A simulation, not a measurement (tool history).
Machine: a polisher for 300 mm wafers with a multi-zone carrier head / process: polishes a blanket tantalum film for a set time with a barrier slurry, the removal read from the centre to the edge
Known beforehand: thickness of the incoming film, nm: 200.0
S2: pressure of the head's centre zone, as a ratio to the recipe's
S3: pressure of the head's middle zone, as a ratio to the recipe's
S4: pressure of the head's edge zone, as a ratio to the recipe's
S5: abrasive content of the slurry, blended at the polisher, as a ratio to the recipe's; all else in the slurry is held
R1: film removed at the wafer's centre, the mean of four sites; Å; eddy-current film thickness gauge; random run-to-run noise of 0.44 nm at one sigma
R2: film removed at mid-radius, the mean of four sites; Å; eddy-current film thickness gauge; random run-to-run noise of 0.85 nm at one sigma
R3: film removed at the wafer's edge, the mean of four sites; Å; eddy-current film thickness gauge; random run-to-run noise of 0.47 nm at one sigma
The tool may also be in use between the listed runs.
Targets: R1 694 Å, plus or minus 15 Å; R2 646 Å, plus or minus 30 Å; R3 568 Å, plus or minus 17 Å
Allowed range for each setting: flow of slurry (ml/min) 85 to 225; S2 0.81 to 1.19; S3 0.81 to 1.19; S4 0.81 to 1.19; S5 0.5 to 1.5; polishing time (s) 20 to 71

Run 1, hour 0: flow of slurry (ml/min) 145, S2 1, S3 1, S4 1, S5 1, polishing time (s) 45. Result: R1 708.87 Å, R2 698.53 Å, R3 707.92 Å.
Run 2, hour 2.5: flow of slurry (ml/min) 140, S2 1.02, S3 1.01, S4 0.96, S5 0.95, polishing time (s) 45. Result: R1 709.76 Å, R2 675.98 Å, R3 684.35 Å.
Run 3, hour 4.1: flow of slurry (ml/min) 140, S2 1.02, S3 1.01, S4 0.96, S5 0.8, polishing time (s) 45. Result: R1 670.17 Å, R2 652.18 Å, R3 639.57 Å.
Run 4, hour 5.5: flow of slurry (ml/min) 140, S2 1.02, S3 1.08, S4 0.96, S5 0.8, polishing time (s) 45. Result: R1 668.9 Å, R2 681.08 Å, R3 642.57 Å.
Run 5, hour 10: flow of slurry (ml/min) 140, S2 0.96, S3 1.08, S4 0.96, S5 0.8, polishing time (s) 45. Result: R1 628.9 Å, R2 683.57 Å, R3 639.9 Å.
Run 6, hour 17.1: flow of slurry (ml/min) 145, S2 0.98, S3 1.08, S4 0.94, S5 0.75, polishing time (s) 45. Result: R1 628.86 Å, R2 667.68 Å, R3 614.13 Å.
Run 7, hour 18.7: flow of slurry (ml/min) 155, S2 0.99, S3 1.07, S4 0.92, S5 0.75, polishing time (s) 45. Result: R1 644.74 Å, R2 674.8 Å, R3 618.56 Å.
Run 8, hour 25.8: flow of slurry (ml/min) 175, S2 1.09, S3 1.06, S4 0.82, S5 0.5, polishing time (s) 44. Result: R1 596.26 Å, R2 563.22 Å, R3 490.07 Å.
Run 9, hour 31.8: flow of slurry (ml/min) 180, S2 1.1, S3 1.07, S4 0.85, S5 0.5, polishing time (s) 44. Result: R1 599.98 Å, R2 558.44 Å, R3 495.66 Å.
Run 10, hour 37.6: flow of slurry (ml/min) 210, S2 1.15, S3 1.16, S4 0.94, S5 0.75, polishing time (s) 45. Result: R1 801.57 Å, R2 761.7 Å, R3 651.66 Å.
Run 11, hour 40.3: flow of slurry (ml/min) 195, S2 1.15, S3 1.15, S4 0.93, S5 0.75, polishing time (s) 45. Result: R1 784.42 Å, R2 770.26 Å, R3 649.65 Å.
Run 12, hour 48.7: flow of slurry (ml/min) 175, S2 1.16, S3 1.05, S4 0.85, S5 0.5, polishing time (s) 43. Result: R1 618.93 Å, R2 541.86 Å, R3 478.16 Å.
Run 13, hour 55.7: flow of slurry (ml/min) 180, S2 1.16, S3 1.07, S4 0.88, S5 0.5, polishing time (s) 43. Result: R1 619.15 Å, R2 549.95 Å, R3 492.97 Å.
Run 14, hour 61.4: flow of slurry (ml/min) 185, S2 1.17, S3 1.09, S4 0.9, S5 0.5, polishing time (s) 43. Result: R1 630.29 Å, R2 559.28 Å, R3 503.48 Å.
Run 15, hour 62.7: flow of slurry (ml/min) 190, S2 1.17, S3 1.11, S4 0.91, S5 0.5, polishing time (s) 43. Result: R1 632.35 Å, R2 571.01 Å, R3 502.27 Å.
Run 16, hour 68.2: flow of slurry (ml/min) 195, S2 1.17, S3 1.12, S4 0.93, S5 0.5, polishing time (s) 43. Result: R1 636.09 Å, R2 581.86 Å, R3 513.84 Å.
Run 17, hour 74.7: flow of slurry (ml/min) 200, S2 1.17, S3 1.13, S4 0.94, S5 0.5, polishing time (s) 43. Result: R1 634.55 Å, R2 573.4 Å, R3 508.72 Å.
Run 18, hour 77.2: flow of slurry (ml/min) 200, S2 1.17, S3 1.14, S4 0.95, S5 0.5, polishing time (s) 43. Result: R1 645.98 Å, R2 592.46 Å, R3 517.79 Å.
Run 19, hour 83.5: flow of slurry (ml/min) 200, S2 1.17, S3 1.15, S4 0.96, S5 0.5, polishing time (s) 43. Result: R1 639.93 Å, R2 587.6 Å, R3 515.62 Å.
Run 20, hour 84.8: flow of slurry (ml/min) 200, S2 1.17, S3 1.15, S4 0.97, S5 0.5, polishing time (s) 43. Result: R1 638.74 Å, R2 595.97 Å, R3 530.98 Å.
Run 21, hour 92.4: flow of slurry (ml/min) 205, S2 1.17, S3 1.15, S4 0.97, S5 0.5, polishing time (s) 43. Result: R1 648.08 Å, R2 588.48 Å, R3 522.82 Å.
Run 22, hour 93.7: flow of slurry (ml/min) 205, S2 1.17, S3 1.16, S4 0.98, S5 0.5, polishing time (s) 43. Result: R1 647.88 Å, R2 588.67 Å, R3 530.03 Å.
Run 23, hour 95.2: flow of slurry (ml/min) 205, S2 1.17, S3 1.18, S4 0.98, S5 0.55, polishing time (s) 43. Result: R1 671.28 Å, R2 640.01 Å, R3 552.06 Å.
Run 24, hour 96.9: flow of slurry (ml/min) 205, S2 1.17, S3 1.18, S4 0.99, S5 0.55, polishing time (s) 43. Result: R1 673.76 Å, R2 646.83 Å, R3 557.2 Å.

Which one of the following 5 next-run settings gets every result inside its allowed miss? There is exactly one.
Run A, hour 98.6: flow of slurry (ml/min) 185, S2 1.12, S3 1.19, S4 1.02, S5 0.7, polishing time (s) 39. Result: R1 ?, R2 ?, R3 ?.
Run B, hour 98.6: flow of slurry (ml/min) 205, S2 1.1, S3 1.14, S4 0.97, S5 0.6, polishing time (s) 43. Result: R1 ?, R2 ?, R3 ?.
Run C, hour 98.6: flow of slurry (ml/min) 225, S2 1.19, S3 1.18, S4 0.85, S5 0.55, polishing time (s) 44. Result: R1 ?, R2 ?, R3 ?.
Run D, hour 98.6: flow of slurry (ml/min) 225, S2 1.19, S3 1.19, S4 0.97, S5 0.55, polishing time (s) 42. Result: R1 ?, R2 ?, R3 ?.
Run E, hour 98.6: flow of slurry (ml/min) 220, S2 1.17, S3 1.14, S4 0.98, S5 0.5, polishing time (s) 46. Result: R1 ?, R2 ?, R3 ?.

move      R1      R2      R3
   A  643.19  648.77  552.65
   B  663.08   655.4  563.45
   C  715.22  671.45  525.38
   D  682.76  645.51   532.9
   E  697.94  647.31  558.03
A: lands further from the targets than the last run did
B: lands further from the targets than the last run did
C: takes the result that was furthest off past its target
D: gets the furthest-off result to its target, but another result is out of tolerance
E: each result inside its tolerance
So the answer is move E, the one that meets all the targets.
